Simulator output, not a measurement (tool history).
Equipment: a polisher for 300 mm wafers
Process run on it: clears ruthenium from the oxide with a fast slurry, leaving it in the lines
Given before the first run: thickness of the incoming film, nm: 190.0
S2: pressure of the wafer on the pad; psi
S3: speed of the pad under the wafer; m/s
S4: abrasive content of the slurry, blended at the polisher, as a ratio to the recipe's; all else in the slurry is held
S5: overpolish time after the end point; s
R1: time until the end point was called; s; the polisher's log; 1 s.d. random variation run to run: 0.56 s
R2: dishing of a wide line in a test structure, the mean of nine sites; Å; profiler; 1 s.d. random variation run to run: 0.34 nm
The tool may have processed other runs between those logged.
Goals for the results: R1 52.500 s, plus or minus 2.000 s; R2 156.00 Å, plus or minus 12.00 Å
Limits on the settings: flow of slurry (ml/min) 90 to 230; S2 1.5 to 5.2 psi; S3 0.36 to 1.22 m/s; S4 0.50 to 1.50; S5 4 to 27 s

{"run": 1, "hour": 0.0, "flow of slurry (ml/min)": 150, "S2": 3.3, "S3": 0.78, "S4": 1.0, "S5": 14, "R1": 50.68, "R2": 219.94}
{"run": 2, "hour": 1.6, "flow of slurry (ml/min)": 150, "S2": 3.3, "S3": 0.78, "S4": 1.0, "S5": 12, "R1": 50.734, "R2": 209.74}
{"run": 3, "hour": 2.5, "flow of slurry (ml/min)": 150, "S2": 3.3, "S3": 0.78, "S4": 1.0, "S5": 11, "R1": 50.149, "R2": 207.69}
{"run": 4, "hour": 9.4, "flow of slurry (ml/min)": 150, "S2": 3.3, "S3": 0.78, "S4": 1.0, "S5": 13, "R1": 50.79, "R2": 223.05}
{"run": 5, "hour": 13.1, "flow of slurry (ml/min)": 150, "S2": 3.3, "S3": 0.78, "S4": 1.0, "S5": 12, "R1": 49.228, "R2": 211.64}
{"run": 6, "hour": 14.8, "flow of slurry (ml/min)": 150, "S2": 3.2, "S3": 0.78, "S4": 1.0, "S5": 11, "R1": 51.818, "R2": 198.19}
{"run": 7, "hour": 15.9, "flow of slurry (ml/min)": 150, "S2": 3.2, "S3": 0.78, "S4": 1.0, "S5": 10, "R1": 51.577, "R2": 183.69}
{"hour": 18.0, "done": "slurry nozzle cleaned"}
{"run": 8, "hour": 18.0, "flow of slurry (ml/min)": 150, "S2": 3.1, "S3": 0.78, "S4": 1.0, "S5": 8, "R1": 49.316, "R2": 174.32}

Consider the 5 candidate settings below. Which is the only one whose results all fall within their allowed miss of target?
{"run": "A", "hour": 20.1, "flow of slurry (ml/min)": 130, "S2": 2.7, "S3": 0.96, "S4": 1.05, "S5": 8, "R1": "?", "R2": "?"}
{"run": "B", "hour": 20.1, "flow of slurry (ml/min)": 160, "S2": 3.1, "S3": 0.84, "S4": 1.1, "S5": 8, "R1": "?", "R2": "?"}
{"run": "C", "hour": 20.1, "flow of slurry (ml/min)": 155, "S2": 2.9, "S3": 0.7, "S4": 1.0, "S5": 8, "R1": "?", "R2": "?"}
{"run": "D", "hour": 20.1, "flow of slurry (ml/min)": 105, "S2": 3.1, "S3": 0.68, "S4": 1.0, "S5": 8, "R1": "?", "R2": "?"}
{"run": "E", "hour": 20.1, "flow of slurry (ml/min)": 140, "S2": 2.9, "S3": 0.74, "S4": 1.25, "S5": 7, "R1": "?", "R2": "?"}

move=A R1=46.115 R2=179.73
move=B R1=43.892 R2=184.53
move=C R1=58.025 R2=157.21
move=D R1=59.372 R2=154.97
move=E R1=51.632 R2=155.57
A: further off than the last run
B: further off than the last run
C: takes the result that was furthest off past its target
D: takes the result that was furthest off past its target
E: meets every target
E is the move that brings every result within its allowed miss.
